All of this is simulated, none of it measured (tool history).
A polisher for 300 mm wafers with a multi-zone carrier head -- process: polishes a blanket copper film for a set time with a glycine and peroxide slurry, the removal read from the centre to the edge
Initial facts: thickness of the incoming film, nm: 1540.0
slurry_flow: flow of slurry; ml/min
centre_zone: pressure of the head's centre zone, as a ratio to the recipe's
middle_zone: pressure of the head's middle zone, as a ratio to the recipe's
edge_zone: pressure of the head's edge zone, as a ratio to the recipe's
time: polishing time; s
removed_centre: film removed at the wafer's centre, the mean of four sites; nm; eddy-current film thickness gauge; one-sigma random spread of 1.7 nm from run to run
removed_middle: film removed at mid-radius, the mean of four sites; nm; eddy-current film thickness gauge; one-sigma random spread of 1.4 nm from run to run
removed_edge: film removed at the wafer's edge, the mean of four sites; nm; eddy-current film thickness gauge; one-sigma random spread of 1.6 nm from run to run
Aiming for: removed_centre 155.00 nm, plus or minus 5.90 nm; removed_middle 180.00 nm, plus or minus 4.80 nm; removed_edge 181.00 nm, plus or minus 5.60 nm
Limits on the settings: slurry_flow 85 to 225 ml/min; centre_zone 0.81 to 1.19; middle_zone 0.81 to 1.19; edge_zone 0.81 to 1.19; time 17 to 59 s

run,hour,slurry_flow,centre_zone,middle_zone,edge_zone,time,removed_centre,removed_middle,removed_edge
1,0.0,145,1.00,1.00,1.00,38,198.93,205.22,201.63
2,6.7,145,1.00,1.05,1.00,38,203.56,208.06,204.57
3,11.7,145,1.00,1.05,0.93,38,202.00,211.50,199.11
4,12.3,140,0.99,1.04,0.93,38,195.29,208.73,196.25
5,19.8,135,0.98,1.03,0.93,38,195.08,206.51,194.42
6,23.1,130,0.96,1.02,0.94,38,187.39,201.90,191.94
7,24.8,90,0.86,0.96,0.97,38,148.66,171.30,185.31
8,28.4,90,0.86,0.96,0.96,38,147.98,172.12,181.93

Next run, 5 choices. One meets every target within its allowed miss, the rest don't. Which?
A,32.0,85,0.91,1.03,0.96,38,?,?,?
B,32.0,85,0.81,0.95,0.86,43,?,?,?
C,32.0,100,0.90,0.92,0.90,40,?,?,?
D,32.0,100,0.81,0.90,0.94,40,?,?,?
E,32.0,85,0.81,1.02,0.94,39,?,?,?

move,removed_centre,removed_middle,removed_edge
A,151.41,178.38,182.95
B,152.26,188.68,200.24
C,168.47,181.01,196.34
D,151.46,177.81,199.10
E,138.16,181.67,186.52
A: each result inside its tolerance
B: carries the result that was furthest off beyond its target, to the other side
C: puts the biggest miss on target and leaves a different result outside tolerance
D: puts the biggest miss on target and leaves a different result outside tolerance
E: puts the biggest miss on target and leaves a different result outside tolerance
The move that meets every target is A.
